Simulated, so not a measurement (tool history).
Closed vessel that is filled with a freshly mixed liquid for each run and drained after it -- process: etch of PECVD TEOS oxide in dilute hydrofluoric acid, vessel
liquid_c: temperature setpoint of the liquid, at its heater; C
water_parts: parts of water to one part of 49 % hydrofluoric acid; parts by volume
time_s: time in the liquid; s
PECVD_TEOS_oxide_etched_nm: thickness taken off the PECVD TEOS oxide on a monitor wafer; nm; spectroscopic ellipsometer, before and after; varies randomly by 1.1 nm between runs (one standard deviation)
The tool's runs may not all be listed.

run 1 hour=0.0 | liquid_c=23.0 water_parts=110 time_s=295 | PECVD_TEOS_oxide_etched_nm=63.213
run 2 hour=2.1 | liquid_c=23.0 water_parts=110 time_s=295 | PECVD_TEOS_oxide_etched_nm=62.552
run 3 hour=5.2 | liquid_c=23.0 water_parts=110 time_s=295 | PECVD_TEOS_oxide_etched_nm=63.129
run 4 hour=11.3 | liquid_c=25.5 water_parts=85 time_s=295 | PECVD_TEOS_oxide_etched_nm=93.324
run 5 hour=18.8 | liquid_c=25.5 water_parts=85 time_s=315 | PECVD_TEOS_oxide_etched_nm=99.034
run 6 hour=21.5 | liquid_c=27.0 water_parts=70 time_s=315 | PECVD_TEOS_oxide_etched_nm=130.810
run 7 hour=25.1 | liquid_c=31.0 water_parts=50 time_s=315 | PECVD_TEOS_oxide_etched_nm=221.470

What does the tool deliver on the next run?
run 8 hour=31.0 | liquid_c=30.5 water_parts=50 time_s=315 | PECVD_TEOS_oxide_etched_nm=?

Run 8 came out at PECVD_TEOS_oxide_etched_nm 217.460 nm.

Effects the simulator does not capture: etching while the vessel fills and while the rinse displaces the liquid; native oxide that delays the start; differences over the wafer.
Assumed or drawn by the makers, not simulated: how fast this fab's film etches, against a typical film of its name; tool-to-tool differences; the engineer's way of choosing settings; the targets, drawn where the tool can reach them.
